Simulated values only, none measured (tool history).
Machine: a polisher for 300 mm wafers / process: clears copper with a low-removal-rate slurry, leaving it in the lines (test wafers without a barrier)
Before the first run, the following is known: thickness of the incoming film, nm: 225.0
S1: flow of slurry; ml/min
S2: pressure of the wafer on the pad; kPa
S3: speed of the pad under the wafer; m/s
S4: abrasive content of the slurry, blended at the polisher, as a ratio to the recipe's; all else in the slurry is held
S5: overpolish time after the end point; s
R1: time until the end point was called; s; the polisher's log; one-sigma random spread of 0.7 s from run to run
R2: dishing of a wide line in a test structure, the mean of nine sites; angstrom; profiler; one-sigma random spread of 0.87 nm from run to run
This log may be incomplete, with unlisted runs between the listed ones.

run 1 hour=0 | S1=195 S2=22.8 S3=0.9 S4=1 S5=20 | R1=77.226 R2=330.98
run 2 hour=4.7 | S1=195 S2=19.3 S3=0.9 S4=1 S5=20 | R1=84.515 R2=304.68
run 3 hour=13.6 | S1=195 S2=22.8 S3=0.9 S4=1 S5=20 | R1=74.742 R2=337.51
run 4 hour=21.8 | S1=195 S2=24.1 S3=0.9 S4=1 S5=21 | R1=74.39 R2=345.28
run 5 hour=25.9 | S1=195 S2=26.2 S3=0.9 S4=1 S5=23 | R1=70.409 R2=391.4
run 6 hour=33.5 | S1=195 S2=23.4 S3=0.9 S4=1 S5=23 | R1=72.88 R2=360.85
run 7 hour=35.4 | S1=195 S2=23.4 S3=0.9 S4=1 S5=23 | R1=75.413 R2=366.41
run 8 hour=41.4 | S1=195 S2=24.8 S3=0.9 S4=1 S5=24 | R1=71.26 R2=387.87

Run 9 comes next. What will it give?
run 9 hour=49.9 | S1=200 S2=30.3 S3=0.92 S4=1 S5=30 | R1=? R2=?

Run 9 yielded R1 59.697 s, R2 475.47 angstrom.

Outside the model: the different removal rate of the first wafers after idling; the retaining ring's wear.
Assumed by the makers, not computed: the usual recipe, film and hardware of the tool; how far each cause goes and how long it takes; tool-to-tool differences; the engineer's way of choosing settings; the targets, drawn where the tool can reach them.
